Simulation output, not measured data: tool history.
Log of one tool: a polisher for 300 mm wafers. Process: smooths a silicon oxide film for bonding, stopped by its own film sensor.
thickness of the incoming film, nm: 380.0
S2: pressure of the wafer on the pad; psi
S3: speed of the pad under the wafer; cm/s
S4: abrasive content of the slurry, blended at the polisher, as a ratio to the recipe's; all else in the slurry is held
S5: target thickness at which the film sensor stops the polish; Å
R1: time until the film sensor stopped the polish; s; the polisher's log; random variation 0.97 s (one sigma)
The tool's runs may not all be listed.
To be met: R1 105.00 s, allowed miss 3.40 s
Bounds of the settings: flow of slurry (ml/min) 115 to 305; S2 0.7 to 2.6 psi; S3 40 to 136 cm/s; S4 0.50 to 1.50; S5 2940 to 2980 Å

Run 1, hour 0.0: flow of slurry (ml/min) 195, S2 1.6 psi, S3 88 cm/s, S4 1.00, S5 2980 Å. Result: R1 176.64 s.
Run 2, hour 4.9: flow of slurry (ml/min) 165, S2 1.6 psi, S3 88 cm/s, S4 1.00, S5 2980 Å. Result: R1 177.30 s.
Run 3, hour 10.5: flow of slurry (ml/min) 140, S2 1.6 psi, S3 88 cm/s, S4 1.00, S5 2980 Å. Result: R1 181.83 s.
Run 4, hour 17.5: flow of slurry (ml/min) 140, S2 1.8 psi, S3 88 cm/s, S4 1.00, S5 2980 Å. Result: R1 164.80 s.
Run 5, hour 20.1: flow of slurry (ml/min) 145, S2 1.9 psi, S3 88 cm/s, S4 1.00, S5 2980 Å. Result: R1 156.49 s.
Run 6, hour 29.1: flow of slurry (ml/min) 115, S2 1.9 psi, S3 88 cm/s, S4 1.00, S5 2980 Å. Result: R1 162.84 s.
Run 7, hour 36.7: flow of slurry (ml/min) 130, S2 2.0 psi, S3 88 cm/s, S4 1.00, S5 2980 Å. Result: R1 153.02 s.
Run 8, hour 40.0: flow of slurry (ml/min) 140, S2 2.1 psi, S3 88 cm/s, S4 1.00, S5 2980 Å. Result: R1 141.91 s.
Run 9, hour 44.6: flow of slurry (ml/min) 150, S2 2.2 psi, S3 88 cm/s, S4 1.00, S5 2980 Å. Result: R1 136.41 s.
Run 10, hour 45.2: flow of slurry (ml/min) 155, S2 2.3 psi, S3 88 cm/s, S4 1.00, S5 2980 Å. Result: R1 132.07 s.
Run 11, hour 50.1: flow of slurry (ml/min) 155, S2 2.4 psi, S3 90 cm/s, S4 1.00, S5 2980 Å. Result: R1 125.58 s.
Run 12, hour 54.3: flow of slurry (ml/min) 155, S2 2.4 psi, S3 92 cm/s, S4 1.00, S5 2980 Å. Result: R1 125.12 s.
Run 13, hour 61.9: flow of slurry (ml/min) 155, S2 2.4 psi, S3 94 cm/s, S4 1.00, S5 2980 Å. Result: R1 122.01 s.
Run 14, hour 69.3: flow of slurry (ml/min) 155, S2 2.4 psi, S3 96 cm/s, S4 1.00, S5 2980 Å. Result: R1 120.15 s.
Run 15, hour 70.1: flow of slurry (ml/min) 155, S2 2.4 psi, S3 98 cm/s, S4 1.00, S5 2980 Å. Result: R1 118.63 s.
Run 16, hour 75.6: flow of slurry (ml/min) 180, S2 2.6 psi, S3 98 cm/s, S4 1.00, S5 2980 Å. Result: R1 109.30 s.

Which of these 5 next moves meets every target?
Run A, hour 81.1: flow of slurry (ml/min) 170, S2 2.4 psi, S3 98 cm/s, S4 1.00, S5 2950 Å. Result: R1 ?.
Run B, hour 81.1: flow of slurry (ml/min) 180, S2 2.5 psi, S3 104 cm/s, S4 1.05, S5 2970 Å. Result: R1 ?.
Run C, hour 81.1: flow of slurry (ml/min) 210, S2 2.5 psi, S3 104 cm/s, S4 0.95, S5 2940 Å. Result: R1 ?.
Run D, hour 81.1: flow of slurry (ml/min) 185, S2 2.6 psi, S3 86 cm/s, S4 1.05, S5 2960 Å. Result: R1 ?.
Run E, hour 81.1: flow of slurry (ml/min) 160, S2 2.5 psi, S3 98 cm/s, S4 1.00, S5 2980 Å. Result: R1 ?.

move      R1
   A  119.92
   B  105.03
   C  113.24
   D  115.55
   E  112.53
A: further off than the last run
B: meets every target
C: further off than the last run
D: further off than the last run
E: further off than the last run
The right move is B.

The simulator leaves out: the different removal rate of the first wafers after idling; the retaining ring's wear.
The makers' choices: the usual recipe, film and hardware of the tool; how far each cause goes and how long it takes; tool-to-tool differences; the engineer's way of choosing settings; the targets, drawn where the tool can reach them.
